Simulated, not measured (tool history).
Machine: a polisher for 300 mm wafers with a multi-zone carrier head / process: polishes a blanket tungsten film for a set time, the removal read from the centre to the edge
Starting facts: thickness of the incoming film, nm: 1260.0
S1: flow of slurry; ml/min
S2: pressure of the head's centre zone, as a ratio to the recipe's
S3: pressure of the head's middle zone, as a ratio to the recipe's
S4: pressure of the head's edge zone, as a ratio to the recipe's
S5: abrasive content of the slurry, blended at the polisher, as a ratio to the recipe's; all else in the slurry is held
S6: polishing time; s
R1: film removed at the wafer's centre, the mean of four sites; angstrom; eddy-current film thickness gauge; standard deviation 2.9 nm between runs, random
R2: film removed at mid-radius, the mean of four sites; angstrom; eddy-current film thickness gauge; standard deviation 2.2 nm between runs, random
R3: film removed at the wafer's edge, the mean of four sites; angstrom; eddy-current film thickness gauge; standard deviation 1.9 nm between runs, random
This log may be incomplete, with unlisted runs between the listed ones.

run    day   S1    S2    S3    S4    S5  S6      R1      R2      R3
  1  0.000  145  1.00  1.00  1.00  1.00  43  1617.3  1589.9  1635.7
  2  0.271  155  0.97  1.04  1.05  1.15  46  1781.9  1878.5  1873.3
  3  0.417  170  0.97  1.04  1.05  1.15  46  1810.4  1901.7  1918.4
  4  0.629  170  0.90  1.04  1.05  1.15  46  1669.6  1899.0  1935.4
  5  0.825  170  0.90  1.04  1.05  1.15  52  1881.9  2185.6  2156.3
  6  0.971  180  0.90  1.07  1.09  1.20  52  1907.2  2244.6  2243.2
  7  1.242  190  0.90  1.09  1.10  1.30  52  2016.7  2410.8  2311.5
  8  1.454  195  0.89  1.09  1.12  1.35  52  1968.0  2409.5  2366.3
  9  1.500  200  0.90  1.10  1.13  1.40  52  2132.5  2516.2  2449.7
 10  1.571  205  0.89  1.11  1.15  1.40  52  2080.8  2524.0  2460.2
 11  1.646  210  0.89  1.12  1.16  1.45  52  2053.5  2567.2  2540.4

Predict the results of run 12:
 12  1.946  215  0.90  1.13  1.16  1.45  52   ?   ?   ?

{"run 12": {"R1": 2117.9, "R2": 2606.9, "R3": 2548.6}}
